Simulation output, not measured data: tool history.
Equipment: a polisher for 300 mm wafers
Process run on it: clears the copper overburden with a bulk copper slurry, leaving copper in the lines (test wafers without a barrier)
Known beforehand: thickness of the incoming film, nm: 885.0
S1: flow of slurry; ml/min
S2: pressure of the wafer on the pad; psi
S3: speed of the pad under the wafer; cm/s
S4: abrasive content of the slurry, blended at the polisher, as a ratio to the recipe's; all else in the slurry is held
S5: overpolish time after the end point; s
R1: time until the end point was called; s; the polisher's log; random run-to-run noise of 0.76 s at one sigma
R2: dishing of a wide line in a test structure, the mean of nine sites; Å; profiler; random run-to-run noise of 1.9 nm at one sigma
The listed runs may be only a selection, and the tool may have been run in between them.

Run 1, day 0: S1 225 ml/min, S2 2.6 psi, S3 110 cm/s, S4 1, S5 21 s. Result: R1 86.097 s, R2 842.78 Å.
Run 2, day 0.079: S1 225 ml/min, S2 2.6 psi, S3 88 cm/s, S4 1, S5 21 s. Result: R1 106.43 s, R2 716.89 Å.
Run 3, day 0.238: S1 280 ml/min, S2 2.6 psi, S3 88 cm/s, S4 1, S5 21 s. Result: R1 102.96 s, R2 728.5 Å.
Run 4, day 0.508: S1 280 ml/min, S2 2.7 psi, S3 88 cm/s, S4 1, S5 20 s. Result: R1 100.03 s, R2 733.7 Å.
Run 5, day 0.767: S1 310 ml/min, S2 2.7 psi, S3 88 cm/s, S4 1, S5 20 s. Result: R1 99.788 s, R2 716.47 Å.
Run 6, day 0.896: S1 310 ml/min, S2 2.3 psi, S3 88 cm/s, S4 1, S5 20 s. Result: R1 117.01 s, R2 658.65 Å.
Run 7, day 0.946: S1 310 ml/min, S2 2.5 psi, S3 88 cm/s, S4 1, S5 19 s. Result: R1 106.48 s, R2 683.64 Å.
Run 8, day 0.996: S1 310 ml/min, S2 2.6 psi, S3 88 cm/s, S4 1, S5 18 s. Result: R1 101.26 s, R2 702.06 Å.
Run 9, day 1.342: S1 315 ml/min, S2 2.7 psi, S3 88 cm/s, S4 1, S5 17 s. Result: R1 98.647 s, R2 653.34 Å.
Run 10, day 1.562: S1 315 ml/min, S2 2.8 psi, S3 88 cm/s, S4 1, S5 17 s. Result: R1 93.632 s, R2 687.55 Å.
Run 11, day 1.933: S1 315 ml/min, S2 2.9 psi, S3 88 cm/s, S4 1, S5 16 s. Result: R1 91.995 s, R2 660.74 Å.

Run 12 is up next; what results do you expect?
Run 12, day 2.108: S1 315 ml/min, S2 3 psi, S3 88 cm/s, S4 1, S5 16 s. Result: R1 ?, R2 ?.

{"run 12": {"R1": 89.316, "R2": 687.44}}
